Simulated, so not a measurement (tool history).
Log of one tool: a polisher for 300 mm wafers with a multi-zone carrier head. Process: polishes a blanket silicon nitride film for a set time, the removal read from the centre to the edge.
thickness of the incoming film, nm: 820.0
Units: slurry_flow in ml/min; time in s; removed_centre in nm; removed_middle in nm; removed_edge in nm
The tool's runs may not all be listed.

Run 1, hour 0.0: slurry_flow 205 ml/min, centre_zone 1.00, middle_zone 1.00, edge_zone 1.00, time 46 s. Result: removed_centre 121.010 nm, removed_middle 120.020 nm, removed_edge 119.620 nm.
Run 2, hour 6.5: slurry_flow 205 ml/min, centre_zone 1.00, middle_zone 1.00, edge_zone 1.00, time 35 s. Result: removed_centre 92.875 nm, removed_middle 90.596 nm, removed_edge 91.062 nm.
Run 3, hour 11.3: slurry_flow 195 ml/min, centre_zone 0.95, middle_zone 0.98, edge_zone 0.96, time 34 s. Result: removed_centre 86.612 nm, removed_middle 86.491 nm, removed_edge 86.836 nm.
Run 4, hour 13.3: slurry_flow 220 ml/min, centre_zone 0.95, middle_zone 0.98, edge_zone 0.96, time 34 s. Result: removed_centre 86.367 nm, removed_middle 87.969 nm, removed_edge 86.440 nm.
Run 5, hour 18.6: slurry_flow 215 ml/min, centre_zone 0.91, middle_zone 0.96, edge_zone 0.94, time 33 s. Result: removed_centre 78.186 nm, removed_middle 84.060 nm, removed_edge 83.292 nm.
Run 6, hour 20.5: slurry_flow 210 ml/min, centre_zone 0.90, middle_zone 0.95, edge_zone 0.92, time 33 s. Result: removed_centre 79.423 nm, removed_middle 82.772 nm, removed_edge 84.032 nm.
Run 7, hour 23.5: slurry_flow 210 ml/min, centre_zone 0.90, middle_zone 0.95, edge_zone 0.92, time 33 s. Result: removed_centre 79.437 nm, removed_middle 82.552 nm, removed_edge 82.999 nm.

Forecast run 8:
Run 8, hour 26.3: slurry_flow 210 ml/min, centre_zone 0.88, middle_zone 0.95, edge_zone 0.90, time 33 s. Result: removed_centre ?, removed_middle ?, removed_edge ?.

{"run 8": {"removed_centre": 77.066, "removed_middle": 81.912, "removed_edge": 82.278}}
